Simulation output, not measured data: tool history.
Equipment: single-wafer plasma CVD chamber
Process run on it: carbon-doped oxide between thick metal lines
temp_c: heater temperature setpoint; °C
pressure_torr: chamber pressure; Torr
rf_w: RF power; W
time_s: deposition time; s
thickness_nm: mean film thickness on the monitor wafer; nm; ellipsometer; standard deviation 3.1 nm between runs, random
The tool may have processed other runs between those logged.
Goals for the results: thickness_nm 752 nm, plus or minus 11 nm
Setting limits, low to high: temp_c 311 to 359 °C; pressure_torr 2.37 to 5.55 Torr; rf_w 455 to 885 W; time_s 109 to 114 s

| run | day | temp_c | pressure_torr | rf_w | time_s | thickness_nm |
|---|---|---|---|---|---|---|
| 1 | 0 | 335 | 3.96 | 670 | 114 | 701.58 |
| 2 | 0.304 | 339 | 3.96 | 670 | 114 | 691.32 |
| 3 | 0.442 | 335 | 3.96 | 670 | 114 | 702.08 |
| 4 | 0.479 | 335 | 3.96 | 670 | 109 | 668.41 |
| 5 | 0.642 | 341 | 3.96 | 670 | 109 | 658.26 |
| 6 | 0.979 | 335 | 4.22 | 680 | 109 | 679.54 |
| 7 | 1.208 | 331 | 4.34 | 695 | 109 | 697.18 |
| 8 | 1.496 | 328 | 4.44 | 705 | 109 | 709.22 |
| 9 | 1.596 | 326 | 4.53 | 715 | 109 | 727.74 |
| 10 | 1.933 | 324 | 4.58 | 715 | 109 | 728.99 |
| 11 | 2.288 | 322 | 4.64 | 720 | 109 | 738.87 |

Of the 5 settings listed for the next run, only one would bring every result within its allowed miss of target. Which one?
| A | 2.642 | 325 | 4.55 | 700 | 110 | ? |
| B | 2.642 | 330 | 4.82 | 715 | 114 | ? |
| C | 2.642 | 321 | 4.58 | 675 | 109 | ? |
| D | 2.642 | 324 | 4.4 | 695 | 109 | ? |
| E | 2.642 | 326 | 4.48 | 680 | 113 | ? |

| move | thickness_nm |
|---|---|
| A | 729.96 |
| B | 758.92 |
| C | 721.64 |
| D | 719.34 |
| E | 735.58 |
A: moves away from the targets compared with the last run
B: all results in spec
C: moves away from the targets compared with the last run
D: moves away from the targets compared with the last run
E: moves away from the targets compared with the last run
B meets every target.

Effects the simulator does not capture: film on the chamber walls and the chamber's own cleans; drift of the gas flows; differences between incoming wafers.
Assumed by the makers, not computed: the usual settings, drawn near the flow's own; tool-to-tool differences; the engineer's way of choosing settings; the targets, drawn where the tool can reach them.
